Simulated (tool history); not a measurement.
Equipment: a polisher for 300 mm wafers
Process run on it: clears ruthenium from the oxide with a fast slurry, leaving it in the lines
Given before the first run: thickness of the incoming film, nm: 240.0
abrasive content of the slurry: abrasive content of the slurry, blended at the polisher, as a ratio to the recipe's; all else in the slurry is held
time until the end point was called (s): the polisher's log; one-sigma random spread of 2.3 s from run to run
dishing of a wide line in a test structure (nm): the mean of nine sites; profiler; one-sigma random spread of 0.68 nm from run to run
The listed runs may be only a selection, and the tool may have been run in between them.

| run | hour | flow of slurry (ml/min) | pressure of the wafer on the pad (kPa) | speed of the pad under the wafer (cm/s) | abrasive content of the slurry | overpolish time after the end point (s) | time until the end point was called (s) | dishing of a wide line in a test structure (nm) |
|---|---|---|---|---|---|---|---|---|
| 1 | 0 | 175 | 20 | 120 | 1 | 16 | 59.317 | 62.089 |
| 2 | 1.3 | 175 | 17.9 | 108 | 1 | 16 | 71.087 | 51.809 |
| 3 | 3.9 | 175 | 17.9 | 108 | 1 | 22 | 70.986 | 66.558 |
| 4 | 12.3 | 175 | 17.9 | 90 | 1 | 22 | 81.345 | 60.484 |
| 5 | 20.6 | 175 | 15.9 | 82 | 0.95 | 22 | 99.969 | 52.827 |
|  | 21.3 | slurry nozzle cleaned |
| 6 | 21.3 | 175 | 19.3 | 82 | 0.95 | 22 | 76.848 | 63.391 |
| 7 | 29.8 | 175 | 17.2 | 80 | 0.95 | 21 | 87.259 | 54.127 |
| 8 | 31.7 | 170 | 15.9 | 74 | 0.9 | 21 | 104.8 | 48.313 |
| 9 | 40.2 | 170 | 14.5 | 72 | 0.9 | 21 | 117.85 | 44.046 |
| 10 | 41.7 | 170 | 13.1 | 72 | 0.9 | 21 | 129.7 | 42.125 |
| 11 | 47.6 | 170 | 12.4 | 72 | 0.9 | 20 | 133.57 | 37.989 |
| 12 | 52.2 | 170 | 11.7 | 70 | 0.9 | 20 | 145.11 | 35.811 |

Run 13 is up next; what results do you expect?
| 13 | 53.3 | 170 | 11 | 70 | 0.9 | 20 | ? | ? |

time until the end point was called (s): 153.34
dishing of a wide line in a test structure (nm): 32.882

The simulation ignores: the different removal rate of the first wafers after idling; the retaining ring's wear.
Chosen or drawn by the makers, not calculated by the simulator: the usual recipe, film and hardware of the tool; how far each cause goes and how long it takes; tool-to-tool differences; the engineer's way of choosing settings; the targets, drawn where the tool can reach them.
